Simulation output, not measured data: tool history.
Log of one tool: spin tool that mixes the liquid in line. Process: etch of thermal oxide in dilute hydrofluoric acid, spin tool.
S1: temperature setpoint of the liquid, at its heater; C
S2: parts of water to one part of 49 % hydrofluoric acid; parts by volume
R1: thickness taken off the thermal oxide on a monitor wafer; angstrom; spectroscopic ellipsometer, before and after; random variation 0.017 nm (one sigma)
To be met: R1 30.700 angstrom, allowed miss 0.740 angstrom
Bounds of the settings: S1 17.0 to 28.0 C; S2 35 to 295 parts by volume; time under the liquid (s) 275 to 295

Run 1, hour 0.0: S1 20.0 C, S2 165 parts by volume, time under the liquid (s) 275. Result: R1 59.222 angstrom.
Run 2, hour 5.1: S1 19.5 C, S2 175 parts by volume, time under the liquid (s) 275. Result: R1 54.712 angstrom.
Run 3, hour 8.8: S1 19.5 C, S2 175 parts by volume, time under the liquid (s) 295. Result: R1 58.662 angstrom.
Run 4, hour 15.8: S1 17.5 C, S2 175 parts by volume, time under the liquid (s) 295. Result: R1 53.807 angstrom.
Run 5, hour 23.9: S1 17.5 C, S2 205 parts by volume, time under the liquid (s) 295. Result: R1 44.802 angstrom.
Run 6, hour 28.3: S1 17.5 C, S2 165 parts by volume, time under the liquid (s) 295. Result: R1 57.373 angstrom.
Run 7, hour 35.5: S1 17.0 C, S2 230 parts by volume, time under the liquid (s) 295. Result: R1 38.224 angstrom.
Run 8, hour 36.6: S1 17.0 C, S2 235 parts by volume, time under the liquid (s) 295. Result: R1 37.121 angstrom.
Run 9, hour 44.6: S1 17.0 C, S2 265 parts by volume, time under the liquid (s) 295. Result: R1 32.131 angstrom.
Run 10, hour 47.2: S1 17.0 C, S2 270 parts by volume, time under the liquid (s) 295. Result: R1 31.527 angstrom.

Which of these 5 next moves meets every target?
Run A, hour 49.8: S1 19.0 C, S2 275 parts by volume, time under the liquid (s) 275. Result: R1 ?.
Run B, hour 49.8: S1 17.0 C, S2 255 parts by volume, time under the liquid (s) 285. Result: R1 ?.
Run C, hour 49.8: S1 17.0 C, S2 295 parts by volume, time under the liquid (s) 295. Result: R1 ?.
Run D, hour 49.8: S1 19.0 C, S2 270 parts by volume, time under the liquid (s) 280. Result: R1 ?.
Run E, hour 49.8: S1 17.0 C, S2 275 parts by volume, time under the liquid (s) 275. Result: R1 ?.

move      R1
   A  31.165
   B  32.849
   C  28.405
   D  32.464
   E  28.890
A: meets every target
B: further off than the last run
C: takes the result that was furthest off past its target
D: further off than the last run
E: takes the result that was furthest off past its target
Move A is the one to make.
